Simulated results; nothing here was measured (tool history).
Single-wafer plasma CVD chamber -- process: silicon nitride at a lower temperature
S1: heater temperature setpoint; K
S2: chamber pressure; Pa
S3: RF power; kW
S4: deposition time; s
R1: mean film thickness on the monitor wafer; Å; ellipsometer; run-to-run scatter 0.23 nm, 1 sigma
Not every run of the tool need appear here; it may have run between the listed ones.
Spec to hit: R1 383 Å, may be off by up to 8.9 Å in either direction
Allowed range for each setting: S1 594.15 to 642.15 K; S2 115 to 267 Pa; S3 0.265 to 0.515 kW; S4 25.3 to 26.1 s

run,day,S1,S2,S3,S4,R1
1,0,618.15,191,0.39,25.3,332.57
2,0.233,618.15,205,0.4,25.3,340.28
3,0.296,618.15,211,0.42,25.4,354.69
4,0.35,618.15,211,0.42,25.3,348.66
5,0.546,618.15,195,0.42,25.3,346.01
6,0.875,618.15,219,0.42,25.3,354.78
7,1.004,618.15,225,0.43,25.4,364.19
8,1.192,618.15,231,0.435,25.4,366.1
9,1.488,618.15,233,0.44,25.4,369.84

4 candidate next runs follow, results not yet known. Just one meets every target within its allowed miss. Identify it.
A,1.783,619.15,259,0.42,25.8,?
B,1.783,618.15,244,0.415,25.5,?
C,1.783,620.15,267,0.365,26.1,?
D,1.783,617.15,236,0.435,25.3,?

move,R1
A,381.73
B,369.5
C,366.09
D,370.81
A: every result within its allowed miss
B: just as far off the targets as the last run
C: the biggest miss grows against the last run
D: moves toward the targets from the last run without getting all of them in spec
So the answer is move A, the one that meets all the targets.
